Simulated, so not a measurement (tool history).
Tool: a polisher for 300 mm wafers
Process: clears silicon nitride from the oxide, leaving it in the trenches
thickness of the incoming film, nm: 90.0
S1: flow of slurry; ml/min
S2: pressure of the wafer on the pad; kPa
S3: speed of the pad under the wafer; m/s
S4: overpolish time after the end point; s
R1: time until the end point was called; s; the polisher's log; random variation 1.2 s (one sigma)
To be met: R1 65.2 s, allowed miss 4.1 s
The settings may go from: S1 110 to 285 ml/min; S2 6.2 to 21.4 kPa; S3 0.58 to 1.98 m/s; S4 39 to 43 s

| run | hour | S1 | S2 | S3 | S4 | R1 |
|---|---|---|---|---|---|---|
| 1 | 0 | 180 | 13.8 | 1.28 | 39 | 93.058 |
| 2 | 8 | 180 | 15.2 | 1.3 | 39 | 82.093 |
| 3 | 15.2 | 180 | 15.2 | 1.1 | 39 | 96.24 |
| 4 | 22.9 | 195 | 15.2 | 1.1 | 39 | 92.254 |
| 5 | 31.4 | 195 | 15.2 | 1.1 | 43 | 94.678 |
| 6 | 36.9 | 240 | 15.2 | 1.1 | 43 | 91.357 |
| 7 | 39.9 | 240 | 15.9 | 1.12 | 43 | 86.421 |
|  | 46 | head pressure recalibrated |
| 8 | 46 | 240 | 16.5 | 1.14 | 43 | 88.979 |
| 9 | 53.8 | 240 | 17.2 | 1.26 | 43 | 80.456 |
| 10 | 59 | 240 | 17.9 | 1.32 | 43 | 75.067 |
| 11 | 65.8 | 240 | 18.6 | 1.34 | 43 | 71.968 |

5 next moves are on the table. One of them brings every result within its allowed miss. Which?
| A | 72.6 | 285 | 17.2 | 1.16 | 43 | ? |
| B | 72.6 | 210 | 19.3 | 1.18 | 42 | ? |
| C | 72.6 | 215 | 20 | 1.42 | 42 | ? |
| D | 72.6 | 270 | 15.2 | 1.56 | 39 | ? |
| E | 72.6 | 250 | 17.2 | 1.2 | 43 | ? |

| move | R1 |
|---|---|
| A | 83.881 |
| B | 77.52 |
| C | 65.082 |
| D | 75.331 |
| E | 82.938 |
A: further off than the last run
B: further off than the last run
C: meets every target
D: further off than the last run
E: further off than the last run
The right move is C.

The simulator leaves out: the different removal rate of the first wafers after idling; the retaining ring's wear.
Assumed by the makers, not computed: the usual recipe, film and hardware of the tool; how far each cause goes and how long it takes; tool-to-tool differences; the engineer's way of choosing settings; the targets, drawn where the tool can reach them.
